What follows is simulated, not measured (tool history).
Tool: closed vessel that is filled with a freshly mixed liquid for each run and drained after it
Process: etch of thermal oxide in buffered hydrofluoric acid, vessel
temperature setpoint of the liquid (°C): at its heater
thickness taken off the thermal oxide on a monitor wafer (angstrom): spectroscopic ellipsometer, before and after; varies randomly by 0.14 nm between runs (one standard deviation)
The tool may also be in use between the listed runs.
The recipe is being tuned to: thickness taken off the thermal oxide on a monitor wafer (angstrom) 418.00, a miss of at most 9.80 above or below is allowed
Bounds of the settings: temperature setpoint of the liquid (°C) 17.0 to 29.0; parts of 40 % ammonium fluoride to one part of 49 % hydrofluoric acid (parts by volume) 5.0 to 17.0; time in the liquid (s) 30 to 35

run  hour  temperature setpoint of the liquid (°C)  parts of 40 % ammonium fluoride to one part of 49 % hydrofluoric acid (parts by volume)  time in the liquid (s)  thickness taken off the thermal oxide on a monitor wafer (angstrom)
  1   0.0                                     21.0                                                                                     10.5                      35                                                               333.34
  2   2.1                                     19.0                                                                                     10.5                      35                                                               300.47
  3   3.9                                     20.0                                                                                     10.5                      35                                                               316.31
  4   6.5                                     23.5                                                                                     10.5                      35                                                               385.19
  5   7.3                                     23.5                                                                                     13.0                      35                                                               311.52
  6  15.1                                     24.0                                                                                     13.0                      35                                                               320.59
  7  20.8                                     24.5                                                                                     13.0                      35                                                               327.42
  8  28.4                                     25.0                                                                                     13.0                      35                                                               340.28
  9  36.0                                     25.5                                                                                     13.0                      35                                                               346.93
 10  39.0                                     26.0                                                                                     13.0                      35                                                               354.27
 11  42.4                                     26.5                                                                                     13.0                      35                                                               367.77
 12  47.1                                     27.0                                                                                     13.0                      35                                                               375.38

4 candidate next runs follow, results not yet known. Just one meets every target within its allowed miss. Identify it.
  A  51.8                                     29.0                                                                                     13.0                      35                                                                    ?
  B  51.8                                     29.0                                                                                     13.5                      30                                                                    ?
  C  51.8                                     27.0                                                                                     11.0                      35                                                                    ?
  D  51.8                                     22.0                                                                                      9.5                      35                                                                    ?

move  thickness taken off the thermal oxide on a monitor wafer (angstrom)
   A                                                               419.90
   B                                                               346.87
   C                                                               444.41
   D                                                               383.78
A: in spec on every target
B: misses by more than the last run did
C: pushes the last run's worst result past its target
D: moves toward the targets from the last run without getting all of them in spec
Move A is the one to make.

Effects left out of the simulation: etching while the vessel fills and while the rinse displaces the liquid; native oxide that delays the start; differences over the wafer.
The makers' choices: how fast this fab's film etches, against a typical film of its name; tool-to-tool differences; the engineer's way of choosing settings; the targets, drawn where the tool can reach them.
